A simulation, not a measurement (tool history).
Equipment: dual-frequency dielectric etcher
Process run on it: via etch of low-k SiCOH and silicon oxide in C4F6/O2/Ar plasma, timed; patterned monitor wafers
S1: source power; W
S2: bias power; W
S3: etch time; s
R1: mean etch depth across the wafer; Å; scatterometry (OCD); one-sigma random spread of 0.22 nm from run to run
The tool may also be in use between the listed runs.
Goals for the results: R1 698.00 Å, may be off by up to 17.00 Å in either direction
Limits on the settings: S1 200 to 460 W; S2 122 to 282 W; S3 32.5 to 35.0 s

Run 1, day 0.000: S1 330 W, S2 202 W, S3 35.0 s. Result: R1 852.68 Å.
Run 2, day 0.212: S1 300 W, S2 191 W, S3 34.5 s. Result: R1 800.44 Å.
Run 3, day 0.583: S1 300 W, S2 208 W, S3 34.5 s. Result: R1 816.87 Å.
Run 4, day 0.729: S1 300 W, S2 194 W, S3 34.5 s. Result: R1 805.11 Å.
Run 5, day 0.950: S1 300 W, S2 182 W, S3 34.5 s. Result: R1 787.91 Å.
Run 6, day 1.225: S1 350 W, S2 182 W, S3 34.5 s. Result: R1 831.72 Å.
Run 7, day 1.579: S1 320 W, S2 174 W, S3 34.5 s. Result: R1 796.63 Å.
Run 8, day 1.625: S1 300 W, S2 169 W, S3 34.5 s. Result: R1 769.40 Å.
Run 9, day 1.962: S1 280 W, S2 165 W, S3 34.5 s. Result: R1 750.50 Å.
Run 10, day 2.075: S1 270 W, S2 162 W, S3 34.5 s. Result: R1 738.34 Å.
Run 11, day 2.412: S1 270 W, S2 162 W, S3 34.5 s. Result: R1 739.22 Å.
Run 12, day 2.475: S1 260 W, S2 160 W, S3 34.5 s. Result: R1 723.06 Å.

Exercise: of the 4 proposed moves below, exactly one satisfies all targets within the stated allowed misses. Which move is it?
Run A, day 2.538: S1 300 W, S2 165 W, S3 34.5 s. Result: R1 ?.
Run B, day 2.538: S1 250 W, S2 134 W, S3 33.0 s. Result: R1 ?.
Run C, day 2.538: S1 200 W, S2 171 W, S3 35.0 s. Result: R1 ?.
Run D, day 2.538: S1 240 W, S2 148 W, S3 35.0 s. Result: R1 ?.

move      R1
   A  768.47
   B  649.94
   C  672.45
   D  695.19
A: its largest miss is bigger than the last run's
B: carries the result that was furthest off beyond its target, to the other side
C: carries the result that was furthest off beyond its target, to the other side
D: all results land within tolerance of their targets
Correct choice: D, which meets every target
